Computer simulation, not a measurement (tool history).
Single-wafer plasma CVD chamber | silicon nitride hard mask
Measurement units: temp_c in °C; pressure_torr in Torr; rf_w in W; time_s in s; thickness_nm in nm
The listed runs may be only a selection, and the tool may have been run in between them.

run	day	temp_c	pressure_torr	rf_w	time_s	thickness_nm
1	0	410	1.96	335	25.3	30.321
2	0.2	410	1.86	330	25.3	29.944
3	0.292	410	1.86	330	25.3	29.427
4	0.362	410	1.86	370	25.3	31
5	0.558	410	1.86	415	25.3	32.986
6	0.783	410	1.72	395	25.3	31.508
7	1.15	410	1.61	380	25.3	29.929

Run 8, settings as shown, results not yet in. Your forecast:
8	1.508	410	1.52	375	25.3	?

Run 8 measured thickness_nm 29.42 nm.

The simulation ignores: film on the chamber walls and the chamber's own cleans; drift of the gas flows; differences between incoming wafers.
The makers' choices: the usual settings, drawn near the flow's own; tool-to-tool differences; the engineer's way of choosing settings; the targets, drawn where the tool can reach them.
